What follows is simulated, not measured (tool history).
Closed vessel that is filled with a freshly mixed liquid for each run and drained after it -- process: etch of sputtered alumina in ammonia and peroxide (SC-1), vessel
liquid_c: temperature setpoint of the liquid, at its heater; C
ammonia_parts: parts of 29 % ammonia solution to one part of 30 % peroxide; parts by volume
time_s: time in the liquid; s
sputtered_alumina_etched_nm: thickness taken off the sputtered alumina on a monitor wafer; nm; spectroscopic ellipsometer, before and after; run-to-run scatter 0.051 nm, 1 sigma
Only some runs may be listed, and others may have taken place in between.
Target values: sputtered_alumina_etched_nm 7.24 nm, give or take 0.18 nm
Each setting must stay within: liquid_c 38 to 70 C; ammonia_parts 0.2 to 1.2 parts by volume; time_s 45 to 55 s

| run | hour | liquid_c | ammonia_parts | time_s | sputtered_alumina_etched_nm |
|---|---|---|---|---|---|
| 1 | 0 | 54 | 0.75 | 55 | 4.2568 |
| 2 | 3.4 | 56 | 0.75 | 55 | 4.6935 |
| 3 | 9.5 | 56 | 0.75 | 55 | 4.6866 |
| 4 | 16.6 | 58 | 0.75 | 55 | 5.182 |
| 5 | 23.1 | 59.5 | 0.75 | 55 | 5.6008 |
| 6 | 25.3 | 60.5 | 0.75 | 55 | 5.9702 |
| 7 | 25.9 | 61.5 | 0.75 | 55 | 6.2992 |
| 8 | 33.7 | 62 | 0.75 | 55 | 6.407 |
| 9 | 36.5 | 62.5 | 0.75 | 55 | 6.4915 |
| 10 | 40.1 | 63 | 0.75 | 55 | 6.7284 |
| 11 | 45 | 63.5 | 0.75 | 55 | 6.9677 |

Which one of the following 5 next-run settings gets every result inside its allowed miss? There is exactly one.
| A | 49.9 | 63.5 | 0.7 | 55 | ? |
| B | 49.9 | 61.5 | 1.05 | 55 | ? |
| C | 49.9 | 62.5 | 0.55 | 55 | ? |
| D | 49.9 | 67 | 0.85 | 45 | ? |
| E | 49.9 | 64.5 | 0.75 | 55 | ? |

| move | sputtered_alumina_etched_nm |
|---|---|
| A | 6.8633 |
| B | 6.4471 |
| C | 6.3793 |
| D | 6.8027 |
| E | 7.2623 |
A: the biggest miss grows against the last run
B: the biggest miss grows against the last run
C: the biggest miss grows against the last run
D: the biggest miss grows against the last run
E: all results in spec
Correct choice: E, which meets every target
